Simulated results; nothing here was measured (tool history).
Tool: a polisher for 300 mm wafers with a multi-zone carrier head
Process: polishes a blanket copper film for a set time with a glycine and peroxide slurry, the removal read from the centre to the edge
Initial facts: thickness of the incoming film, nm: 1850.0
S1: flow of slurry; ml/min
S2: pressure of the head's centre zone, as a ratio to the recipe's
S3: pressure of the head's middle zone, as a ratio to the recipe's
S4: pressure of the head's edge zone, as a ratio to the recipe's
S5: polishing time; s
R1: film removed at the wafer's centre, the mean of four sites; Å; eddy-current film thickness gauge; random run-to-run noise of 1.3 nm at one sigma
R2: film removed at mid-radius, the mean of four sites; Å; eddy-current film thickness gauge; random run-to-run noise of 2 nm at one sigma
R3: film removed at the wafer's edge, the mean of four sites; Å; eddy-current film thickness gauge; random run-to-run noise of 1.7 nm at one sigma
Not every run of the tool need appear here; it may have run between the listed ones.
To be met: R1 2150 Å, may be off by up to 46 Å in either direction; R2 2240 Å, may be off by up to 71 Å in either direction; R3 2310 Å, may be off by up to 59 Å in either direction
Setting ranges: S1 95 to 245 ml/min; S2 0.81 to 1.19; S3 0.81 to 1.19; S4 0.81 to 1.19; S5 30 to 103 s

run    day   S1    S2    S3    S4  S5      R1      R2      R3
  1      0  155     1     1     1  66  3506.5  3477.2  3429.7
  2  0.175  150  0.98  0.98  0.98  63  3272.1  3232.5  3205.7
  3  0.504  145  0.96  0.96  0.96  61  3052.1  3098.1  3076.1
  4  0.725  145  0.96  0.96  0.96  67  3392.4  3366.8  3361.4
  5  0.854  145  0.96  0.96  0.96  51  2589.7  2560.7  2589.3
  6      1  140  0.95  0.95  0.95  51  2513.5  2555.8  2531.1
  7  1.308  135  0.94  0.94  0.94  51  2486.7  2506.3    2499
  8  1.367  130  0.93  0.93  0.94  51  2446.4  2456.7  2492.3
  9  1.562  125  0.92  0.92  0.93  51  2398.6  2398.6  2477.7
 10  1.621  100  0.85  0.91  0.84  50  2025.8  2170.5  2216.6
 11  1.692  105  0.85  0.91  0.84  50  2065.8  2197.7  2212.4
 12  1.729  110  0.85  0.91  0.85  50  2122.8  2306.3  2257.1
 13  1.812  110  0.85  0.91  0.86  50  2119.5    2277  2279.7

Exactly one of the 4 candidate moves below puts every result within its allowed miss. Which one?
  A  1.896   95  0.85  0.87  0.81  54   ?   ?   ?
  B  1.896  130  0.81  0.87  0.87  48   ?   ?   ?
  C  1.896  110  0.84  0.92  0.81  50   ?   ?   ?
  D  1.896  130  0.88  0.89  0.81  48   ?   ?   ?

move      R1      R2      R3
   A  2132.3  2245.4  2309.8
   B  2025.8  2190.7  2258.7
   C  2066.2  2277.3  2207.4
   D  2170.9  2228.9  2187.6
A: meets every target
B: the biggest miss grows against the last run
C: the biggest miss grows against the last run
D: brings the last run's worst result on target, with another outside its allowed miss
The move that meets every target is A.

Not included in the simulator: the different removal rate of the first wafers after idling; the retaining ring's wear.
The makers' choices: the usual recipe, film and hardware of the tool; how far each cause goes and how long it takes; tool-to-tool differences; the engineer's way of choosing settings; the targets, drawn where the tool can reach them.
